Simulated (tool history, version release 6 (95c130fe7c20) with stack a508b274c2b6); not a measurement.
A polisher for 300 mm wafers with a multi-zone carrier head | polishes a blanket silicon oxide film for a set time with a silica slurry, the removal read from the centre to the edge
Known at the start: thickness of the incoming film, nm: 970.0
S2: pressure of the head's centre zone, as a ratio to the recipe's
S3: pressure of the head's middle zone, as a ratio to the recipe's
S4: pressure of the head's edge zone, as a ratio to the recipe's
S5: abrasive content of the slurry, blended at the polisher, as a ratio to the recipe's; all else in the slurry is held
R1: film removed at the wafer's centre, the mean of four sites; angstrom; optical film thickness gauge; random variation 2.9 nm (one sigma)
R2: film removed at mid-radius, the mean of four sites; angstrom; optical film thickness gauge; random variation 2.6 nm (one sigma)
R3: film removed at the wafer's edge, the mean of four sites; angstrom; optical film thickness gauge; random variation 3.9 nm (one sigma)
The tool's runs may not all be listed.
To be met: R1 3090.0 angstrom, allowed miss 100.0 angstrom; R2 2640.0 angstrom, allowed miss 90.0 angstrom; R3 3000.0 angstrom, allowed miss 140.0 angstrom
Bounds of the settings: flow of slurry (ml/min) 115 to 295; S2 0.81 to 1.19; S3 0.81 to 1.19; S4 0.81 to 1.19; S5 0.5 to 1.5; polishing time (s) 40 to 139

run 1 day=0.000 | flow_of_slurry_(ml/min)=190 S2=1.00 S3=1.00 S4=1.00 S5=1.0 polishing_time_(s)=89 | R1=3056.1 R2=3148.8 R3=3106.6
run 2 day=0.042 | flow_of_slurry_(ml/min)=165 S2=1.00 S3=1.00 S4=1.00 S5=1.0 polishing_time_(s)=89 | R1=3002.7 R2=3072.7 R3=2974.5
run 3 day=0.179 | flow_of_slurry_(ml/min)=120 S2=1.00 S3=1.00 S4=1.00 S5=1.0 polishing_time_(s)=89 | R1=2739.0 R2=2793.1 R3=2863.6
run 4 day=0.354 | flow_of_slurry_(ml/min)=120 S2=1.01 S3=0.99 S4=1.00 S5=1.0 polishing_time_(s)=89 | R1=2770.7 R2=2832.6 R3=2903.8
run 5 day=0.433 | flow_of_slurry_(ml/min)=120 S2=1.02 S3=0.98 S4=1.00 S5=1.0 polishing_time_(s)=89 | R1=2820.2 R2=2758.3 R3=2850.7
run 6 day=0.629 | flow_of_slurry_(ml/min)=120 S2=1.03 S3=0.97 S4=1.01 S5=1.0 polishing_time_(s)=89 | R1=2824.2 R2=2787.6 R3=2884.9
run 7 day=0.912 | flow_of_slurry_(ml/min)=120 S2=1.04 S3=0.95 S4=1.01 S5=1.0 polishing_time_(s)=89 | R1=2875.8 R2=2671.5 R3=2886.8
run 8 day=0.996 | flow_of_slurry_(ml/min)=145 S2=1.09 S3=0.92 S4=1.05 S5=1.0 polishing_time_(s)=89 | R1=3171.9 R2=2770.7 R3=3019.9

4 next moves are on the table. One of them brings every result within its allowed miss. Which?
run A day=1.079 | flow_of_slurry_(ml/min)=115 S2=1.09 S3=0.96 S4=1.02 S5=1.0 polishing_time_(s)=97 | R1=? R2=? R3=?
run B day=1.079 | flow_of_slurry_(ml/min)=175 S2=1.06 S3=0.86 S4=1.03 S5=0.7 polishing_time_(s)=104 | R1=? R2=? R3=?
run C day=1.079 | flow_of_slurry_(ml/min)=140 S2=1.08 S3=0.98 S4=1.06 S5=1.0 polishing_time_(s)=89 | R1=? R2=? R3=?
run D day=1.079 | flow_of_slurry_(ml/min)=155 S2=1.14 S3=1.02 S4=1.03 S5=1.0 polishing_time_(s)=83 | R1=? R2=? R3=?

move=A R1=3221.0 R2=2945.6 R3=3098.8
move=B R1=3080.0 R2=2609.7 R3=2939.0
move=C R1=3113.1 R2=2900.8 R3=3006.8
move=D R1=3147.4 R2=2862.4 R3=2808.9
A: further off than the last run
B: meets every target
C: further off than the last run
D: further off than the last run
Answer: B
